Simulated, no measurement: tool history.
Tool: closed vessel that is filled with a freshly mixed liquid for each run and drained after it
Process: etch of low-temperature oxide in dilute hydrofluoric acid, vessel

| run | day | temperature setpoint of the liquid (°C) | parts of water to one part of 49 % hydrofluoric acid (parts by volume) | time in the liquid (s) | thickness taken off the low-temperature oxide on a monitor wafer (nm) |
|---|---|---|---|---|---|
| 1 | 0.000 | 21.0 | 300 | 70 | 2.4265 |
| 2 | 0.288 | 20.5 | 305 | 70 | 2.3412 |
| 3 | 0.371 | 20.5 | 405 | 70 | 1.6112 |
| 4 | 0.412 | 21.0 | 405 | 70 | 1.6291 |
| 5 | 0.592 | 21.5 | 405 | 70 | 1.6513 |
| 6 | 0.846 | 21.5 | 405 | 70 | 1.6577 |

Forecast run 7:
| 7 | 1.004 | 22.0 | 405 | 70 | ? |

Run 7 gave thickness taken off the low-temperature oxide on a monitor wafer (nm) 1.6845.
